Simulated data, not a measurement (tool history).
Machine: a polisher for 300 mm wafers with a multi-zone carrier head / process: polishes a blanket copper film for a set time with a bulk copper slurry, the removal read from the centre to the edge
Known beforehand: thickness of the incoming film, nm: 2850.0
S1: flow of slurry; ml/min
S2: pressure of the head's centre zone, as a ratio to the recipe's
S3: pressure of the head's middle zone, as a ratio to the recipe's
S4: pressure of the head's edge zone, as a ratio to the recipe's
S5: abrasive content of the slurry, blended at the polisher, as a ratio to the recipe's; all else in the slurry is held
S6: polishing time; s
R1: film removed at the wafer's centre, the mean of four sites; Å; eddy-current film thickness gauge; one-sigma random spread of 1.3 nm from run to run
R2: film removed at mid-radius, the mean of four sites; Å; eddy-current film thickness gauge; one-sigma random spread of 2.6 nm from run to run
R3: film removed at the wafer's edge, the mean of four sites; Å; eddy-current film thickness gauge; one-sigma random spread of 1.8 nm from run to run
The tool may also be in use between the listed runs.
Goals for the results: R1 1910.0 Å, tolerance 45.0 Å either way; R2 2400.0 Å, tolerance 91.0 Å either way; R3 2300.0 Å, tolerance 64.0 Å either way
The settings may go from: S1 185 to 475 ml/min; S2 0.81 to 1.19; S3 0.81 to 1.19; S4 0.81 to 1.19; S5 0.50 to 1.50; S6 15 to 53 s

Run 1, day 0.000: S1 305 ml/min, S2 1.00, S3 1.00, S4 1.00, S5 1.00, S6 34 s. Result: R1 2219.8 Å, R2 2276.1 Å, R3 2238.8 Å.
Run 2, day 0.179: S1 305 ml/min, S2 1.00, S3 1.00, S4 1.00, S5 1.15, S6 34 s. Result: R1 2305.6 Å, R2 2394.5 Å, R3 2328.1 Å.
Run 3, day 0.517: S1 300 ml/min, S2 0.98, S3 1.00, S4 1.00, S5 1.15, S6 34 s. Result: R1 2249.1 Å, R2 2410.8 Å, R3 2320.9 Å.
Run 4, day 0.654: S1 295 ml/min, S2 0.96, S3 1.00, S4 1.00, S5 1.15, S6 34 s. Result: R1 2242.6 Å, R2 2375.3 Å, R3 2325.9 Å.
Run 5, day 0.829: S1 295 ml/min, S2 0.96, S3 1.00, S4 1.00, S5 1.30, S6 34 s. Result: R1 2323.5 Å, R2 2493.2 Å, R3 2402.2 Å.
At day 0.892: worn pad replaced by a new one.
Run 6, day 0.892: S1 295 ml/min, S2 0.96, S3 1.00, S4 1.00, S5 1.30, S6 26 s. Result: R1 1935.6 Å, R2 2026.7 Å, R3 2022.9 Å.
Run 7, day 0.988: S1 300 ml/min, S2 0.95, S3 1.02, S4 1.02, S5 1.30, S6 26 s. Result: R1 1901.7 Å, R2 2068.6 Å, R3 2016.1 Å.
Run 8, day 1.058: S1 305 ml/min, S2 0.94, S3 1.03, S4 1.04, S5 1.35, S6 26 s. Result: R1 1933.4 Å, R2 2152.8 Å, R3 2075.0 Å.
Run 9, day 1.154: S1 310 ml/min, S2 0.93, S3 1.03, S4 1.06, S5 1.35, S6 26 s. Result: R1 1883.7 Å, R2 2118.1 Å, R3 2117.4 Å.
Run 10, day 1.504: S1 315 ml/min, S2 0.93, S3 1.04, S4 1.07, S5 1.35, S6 26 s. Result: R1 1897.7 Å, R2 2151.2 Å, R3 2105.8 Å.
Run 11, day 1.625: S1 320 ml/min, S2 0.93, S3 1.05, S4 1.09, S5 1.35, S6 26 s. Result: R1 1922.9 Å, R2 2152.7 Å, R3 2132.6 Å.
Run 12, day 1.683: S1 320 ml/min, S2 0.92, S3 1.06, S4 1.10, S5 1.35, S6 26 s. Result: R1 1914.3 Å, R2 2193.9 Å, R3 2129.2 Å.
Run 13, day 1.888: S1 325 ml/min, S2 0.91, S3 1.07, S4 1.11, S5 1.35, S6 26 s. Result: R1 1898.5 Å, R2 2146.6 Å, R3 2129.3 Å.
Run 14, day 2.146: S1 325 ml/min, S2 0.90, S3 1.08, S4 1.12, S5 1.35, S6 26 s. Result: R1 1884.2 Å, R2 2206.9 Å, R3 2157.3 Å.
Run 15, day 2.425: S1 325 ml/min, S2 0.89, S3 1.09, S4 1.13, S5 1.35, S6 26 s. Result: R1 1829.7 Å, R2 2210.5 Å, R3 2162.1 Å.
Run 16, day 2.742: S1 330 ml/min, S2 0.89, S3 1.10, S4 1.14, S5 1.35, S6 26 s. Result: R1 1866.5 Å, R2 2261.9 Å, R3 2167.2 Å.
Run 17, day 2.879: S1 335 ml/min, S2 0.89, S3 1.10, S4 1.15, S5 1.35, S6 26 s. Result: R1 1864.7 Å, R2 2214.8 Å, R3 2210.6 Å.
Run 18, day 3.038: S1 340 ml/min, S2 0.89, S3 1.11, S4 1.16, S5 1.35, S6 26 s. Result: R1 1849.6 Å, R2 2289.7 Å, R3 2174.9 Å.
Run 19, day 3.292: S1 355 ml/min, S2 0.88, S3 1.10, S4 1.19, S5 1.50, S6 27 s. Result: R1 1967.7 Å, R2 2453.6 Å, R3 2387.6 Å.
Run 20, day 3.462: S1 350 ml/min, S2 0.88, S3 1.10, S4 1.18, S5 1.50, S6 27 s. Result: R1 1976.6 Å, R2 2417.1 Å, R3 2385.6 Å.

4 candidate next runs follow, results not yet known. Just one meets every target within its allowed miss. Identify it.
Run A, day 3.633: S1 315 ml/min, S2 0.90, S3 1.04, S4 1.17, S5 1.50, S6 28 s. Result: R1 ?, R2 ?, R3 ?.
Run B, day 3.633: S1 415 ml/min, S2 0.86, S3 1.13, S4 1.16, S5 1.45, S6 26 s. Result: R1 ?, R2 ?, R3 ?.
Run C, day 3.633: S1 340 ml/min, S2 0.92, S3 1.12, S4 1.18, S5 1.45, S6 27 s. Result: R1 ?, R2 ?, R3 ?.
Run D, day 3.633: S1 300 ml/min, S2 0.91, S3 1.04, S4 1.19, S5 1.50, S6 28 s. Result: R1 ?, R2 ?, R3 ?.

move      R1      R2      R3
   A  2061.3  2380.4  2420.7
   B  1885.5  2379.0  2255.7
   C  2017.2  2414.2  2333.7
   D  2066.2  2368.3  2432.9
A: further off than the last run
B: in spec on every target
C: further off than the last run
D: further off than the last run
B meets every target.
